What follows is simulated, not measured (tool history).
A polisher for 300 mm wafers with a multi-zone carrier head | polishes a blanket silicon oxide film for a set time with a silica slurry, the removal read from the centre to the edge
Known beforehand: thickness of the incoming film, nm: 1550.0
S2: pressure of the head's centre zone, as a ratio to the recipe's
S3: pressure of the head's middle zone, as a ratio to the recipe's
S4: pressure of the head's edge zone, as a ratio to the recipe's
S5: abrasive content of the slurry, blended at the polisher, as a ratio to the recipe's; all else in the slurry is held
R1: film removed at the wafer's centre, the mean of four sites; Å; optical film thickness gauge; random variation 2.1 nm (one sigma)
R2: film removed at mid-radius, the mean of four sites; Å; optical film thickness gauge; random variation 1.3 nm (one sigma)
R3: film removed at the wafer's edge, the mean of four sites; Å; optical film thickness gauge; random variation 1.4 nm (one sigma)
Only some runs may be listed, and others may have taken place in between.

{"run": 1, "hour": 0.0, "flow of slurry (ml/min)": 190, "S2": 1, "S3": 1, "S4": 1, "S5": 1, "polishing time (s)": 83, "R1": 2792.7, "R2": 2470, "R3": 2502.6}
{"run": 2, "hour": 8.5, "flow of slurry (ml/min)": 185, "S2": 0.99, "S3": 0.98, "S4": 0.97, "S5": 0.9, "polishing time (s)": 83, "R1": 2610.6, "R2": 2334.7, "R3": 2347.5}
{"run": 3, "hour": 16.2, "flow of slurry (ml/min)": 180, "S2": 0.99, "S3": 0.96, "S4": 0.95, "S5": 0.85, "polishing time (s)": 83, "R1": 2580.9, "R2": 2224, "R3": 2240.2}
{"run": 4, "hour": 23.8, "flow of slurry (ml/min)": 175, "S2": 0.97, "S3": 0.94, "S4": 0.93, "S5": 0.8, "polishing time (s)": 83, "R1": 2372.9, "R2": 2080.7, "R3": 2147.6}
{"hour": 31.3, "done": "centre zone pressure recalibrated"}
{"run": 5, "hour": 31.3, "flow of slurry (ml/min)": 175, "S2": 1, "S3": 0.94, "S4": 0.93, "S5": 0.8, "polishing time (s)": 83, "R1": 2197, "R2": 2110.5, "R3": 2152.5}
{"run": 6, "hour": 32.5, "flow of slurry (ml/min)": 175, "S2": 1, "S3": 0.94, "S4": 0.93, "S5": 0.95, "polishing time (s)": 83, "R1": 2395.2, "R2": 2294.6, "R3": 2333}
{"run": 7, "hour": 37.4, "flow of slurry (ml/min)": 180, "S2": 0.99, "S3": 0.93, "S4": 0.92, "S5": 0.85, "polishing time (s)": 83, "R1": 2276.1, "R2": 2135.7, "R3": 2212.5}
{"run": 8, "hour": 38.5, "flow of slurry (ml/min)": 175, "S2": 0.97, "S3": 0.93, "S4": 0.92, "S5": 0.8, "polishing time (s)": 83, "R1": 2104.1, "R2": 2066.4, "R3": 2143.5}
{"run": 9, "hour": 47.2, "flow of slurry (ml/min)": 175, "S2": 0.99, "S3": 0.92, "S4": 0.92, "S5": 0.75, "polishing time (s)": 83, "R1": 2120.3, "R2": 1977, "R3": 2087.1}
{"run": 10, "hour": 53.6, "flow of slurry (ml/min)": 180, "S2": 0.99, "S3": 0.93, "S4": 0.92, "S5": 0.7, "polishing time (s)": 83, "R1": 2058.5, "R2": 1933.4, "R3": 1999.9}
{"run": 11, "hour": 61.5, "flow of slurry (ml/min)": 185, "S2": 0.99, "S3": 0.94, "S4": 0.93, "S5": 0.65, "polishing time (s)": 83, "R1": 2037.7, "R2": 1864.7, "R3": 1974.5}
{"run": 12, "hour": 69.6, "flow of slurry (ml/min)": 185, "S2": 1, "S3": 0.95, "S4": 0.94, "S5": 0.65, "polishing time (s)": 83, "R1": 1996.7, "R2": 1879.9, "R3": 1953.3}

Estimate the outcome of run 13 from the log above:
{"run": 13, "hour": 75.2, "flow of slurry (ml/min)": 190, "S2": 0.98, "S3": 0.97, "S4": 0.96, "S5": 0.6, "polishing time (s)": 83, "R1": "?", "R2": "?", "R3": "?"}

{"run 13": {"R1": 1907.1, "R2": 1862.4, "R3": 1883.5}}
